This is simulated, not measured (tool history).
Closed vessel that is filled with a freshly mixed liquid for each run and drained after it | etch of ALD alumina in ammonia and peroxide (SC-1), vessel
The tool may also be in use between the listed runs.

run  hour  temperature setpoint of the liquid (°C)  parts of 29 % ammonia solution to one part of 30 % peroxide (parts by volume)  time in the liquid (s)  thickness taken off the ALD alumina on a monitor wafer (angstrom)
  1     0                                       54                                                                           0.55                     860                                                             481.04
  2   4.3                                     56.5                                                                           0.55                     860                                                             545.83
  3   7.6                                     56.5                                                                            0.7                     860                                                             562.26
  4  10.3                                     56.5                                                                            0.9                     860                                                             581.21
  5  11.6                                       58                                                                            0.9                     860                                                             620.53
  6  19.8                                       58                                                                           1.05                     860                                                             630.72
  7  22.1                                       59                                                                           1.05                     860                                                              669.4

The next listed run, before its measurement:
  8  28.7                                     59.5                                                                           1.05                     860                                                                  ?

Run 8 gave thickness taken off the ALD alumina on a monitor wafer (angstrom) 685.55.
